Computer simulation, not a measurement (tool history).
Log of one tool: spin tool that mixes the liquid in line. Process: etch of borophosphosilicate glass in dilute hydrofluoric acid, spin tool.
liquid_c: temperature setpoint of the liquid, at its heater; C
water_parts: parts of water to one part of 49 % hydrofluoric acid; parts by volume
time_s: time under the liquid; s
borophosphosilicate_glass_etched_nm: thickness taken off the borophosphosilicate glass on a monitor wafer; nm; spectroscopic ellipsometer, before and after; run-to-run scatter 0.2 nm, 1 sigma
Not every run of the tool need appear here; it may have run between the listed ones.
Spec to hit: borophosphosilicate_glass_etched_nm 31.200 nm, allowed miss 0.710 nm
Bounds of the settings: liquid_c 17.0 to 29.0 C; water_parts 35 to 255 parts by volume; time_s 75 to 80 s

| run | day | liquid_c | water_parts | time_s | borophosphosilicate_glass_etched_nm |
|---|---|---|---|---|---|
| 1 | 0.000 | 21.0 | 145 | 75 | 24.329 |
| 2 | 0.283 | 21.0 | 195 | 75 | 16.956 |
| 3 | 0.575 | 19.0 | 195 | 75 | 15.846 |
| 4 | 0.762 | 17.0 | 195 | 75 | 14.638 |
| 5 | 0.896 | 18.5 | 190 | 75 | 15.828 |
| 6 | 1.092 | 20.0 | 185 | 75 | 17.417 |
|  | 1.246 | hydrofluoric acid flow meter replaced |
| 7 | 1.246 | 21.0 | 180 | 75 | 16.753 |
| 8 | 1.592 | 21.0 | 170 | 75 | 18.024 |
| 9 | 1.929 | 25.0 | 130 | 75 | 28.359 |
| 10 | 2.183 | 25.5 | 130 | 75 | 28.934 |
| 11 | 2.458 | 26.0 | 130 | 75 | 29.595 |
| 12 | 2.804 | 26.5 | 130 | 75 | 29.989 |

Exactly one of the 5 candidate moves below puts every result within its allowed miss. Which one?
| A | 3.150 | 23.5 | 120 | 75 | ? |
| B | 3.150 | 24.0 | 130 | 80 | ? |
| C | 3.150 | 24.5 | 130 | 80 | ? |
| D | 3.150 | 26.0 | 130 | 75 | ? |
| E | 3.150 | 27.5 | 130 | 75 | ? |

| move | borophosphosilicate_glass_etched_nm |
|---|---|
| A | 29.751 |
| B | 29.521 |
| C | 30.097 |
| D | 29.885 |
| E | 31.625 |
A: its largest miss is bigger than the last run's
B: its largest miss is bigger than the last run's
C: closer than the last run, but not yet in spec
D: its largest miss is bigger than the last run's
E: every result within its allowed miss
Move E is the one to make.
